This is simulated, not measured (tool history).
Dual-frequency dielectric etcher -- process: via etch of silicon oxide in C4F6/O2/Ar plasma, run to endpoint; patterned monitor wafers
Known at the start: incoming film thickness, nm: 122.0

run	hour	bias power (kW)	source power (kW)	Ar flow (sccm)	endpoint time (s)
1	0.0	0.597	0.270	247	28.515
2	6.4	0.646	0.280	246	27.063
3	8.0	0.646	0.280	223	26.795
4	11.6	0.541	0.280	223	29.145
5	13.6	0.541	0.280	207	28.956
6	15.4	0.592	0.280	207	27.804
7	24.2	0.632	0.280	207	26.778
8	24.7	0.660	0.280	207	26.464

Run 9 comes next. What will it give?
9	32.3	0.688	0.280	207	?

{"run 9": {"endpoint time (s)": 25.977}}
